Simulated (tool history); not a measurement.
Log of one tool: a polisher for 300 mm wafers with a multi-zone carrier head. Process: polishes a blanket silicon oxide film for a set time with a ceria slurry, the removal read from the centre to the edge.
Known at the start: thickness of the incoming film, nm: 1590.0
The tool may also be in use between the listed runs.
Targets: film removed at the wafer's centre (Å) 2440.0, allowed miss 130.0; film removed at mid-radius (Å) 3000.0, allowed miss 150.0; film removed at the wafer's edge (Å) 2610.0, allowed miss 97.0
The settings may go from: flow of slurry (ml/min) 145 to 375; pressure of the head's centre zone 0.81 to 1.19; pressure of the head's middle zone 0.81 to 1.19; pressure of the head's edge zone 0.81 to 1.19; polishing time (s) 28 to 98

| run | day | flow of slurry (ml/min) | pressure of the head's centre zone | pressure of the head's middle zone | pressure of the head's edge zone | polishing time (s) | film removed at the wafer's centre (Å) | film removed at mid-radius (Å) | film removed at the wafer's edge (Å) |
|---|---|---|---|---|---|---|---|---|---|
| 1 | 0.000 | 240 | 1.00 | 1.00 | 1.00 | 63 | 1929.6 | 1920.9 | 1885.8 |
| 2 | 0.100 | 245 | 0.98 | 1.05 | 1.02 | 69 | 2027.8 | 2228.2 | 2104.0 |
| 3 | 0.179 | 250 | 0.99 | 1.09 | 1.04 | 72 | 2272.9 | 2340.2 | 2186.4 |
| 4 | 0.229 | 250 | 0.99 | 1.09 | 1.04 | 61 | 1884.1 | 2049.3 | 1904.4 |
| 5 | 0.358 | 250 | 1.06 | 1.09 | 1.04 | 61 | 1954.0 | 2033.0 | 1868.3 |
| 6 | 0.504 | 250 | 1.06 | 1.09 | 1.12 | 61 | 1969.7 | 2018.3 | 1965.1 |
| 7 | 0.679 | 260 | 1.00 | 1.12 | 1.11 | 67 | 2081.2 | 2328.5 | 2171.9 |
| 8 | 0.892 | 275 | 0.99 | 1.14 | 1.12 | 70 | 2167.5 | 2348.3 | 2241.3 |
| 9 | 1.046 | 250 | 0.96 | 1.16 | 1.11 | 74 | 2180.7 | 2569.8 | 2402.2 |
| 10 | 1.346 | 245 | 0.95 | 1.17 | 1.08 | 77 | 2329.6 | 2713.5 | 2469.5 |
| 11 | 1.458 | 240 | 0.93 | 1.18 | 1.06 | 79 | 2293.5 | 2840.8 | 2447.6 |

5 next moves are on the table. One of them brings every result within its allowed miss. Which?
| A | 1.571 | 270 | 0.94 | 1.19 | 1.08 | 83 | ? | ? | ? |
| B | 1.571 | 245 | 0.81 | 1.10 | 1.10 | 82 | ? | ? | ? |
| C | 1.571 | 195 | 0.95 | 1.19 | 0.97 | 81 | ? | ? | ? |
| D | 1.571 | 285 | 1.00 | 1.06 | 1.09 | 81 | ? | ? | ? |
| E | 1.571 | 280 | 1.02 | 1.05 | 1.11 | 78 | ? | ? | ? |

| move | film removed at the wafer's centre (Å) | film removed at mid-radius (Å) | film removed at the wafer's edge (Å) |
|---|---|---|---|
| A | 2461.2 | 2947.6 | 2614.4 |
| B | 2090.6 | 2699.0 | 2587.1 |
| C | 2309.3 | 2752.9 | 2342.2 |
| D | 2559.0 | 2629.6 | 2579.1 |
| E | 2504.8 | 2507.6 | 2503.2 |
A: meets every target
B: brings the result that was furthest off to its target, and leaves another outside
C: further off than the last run
D: brings the result that was furthest off to its target, and leaves another outside
E: further off than the last run
Answer: A
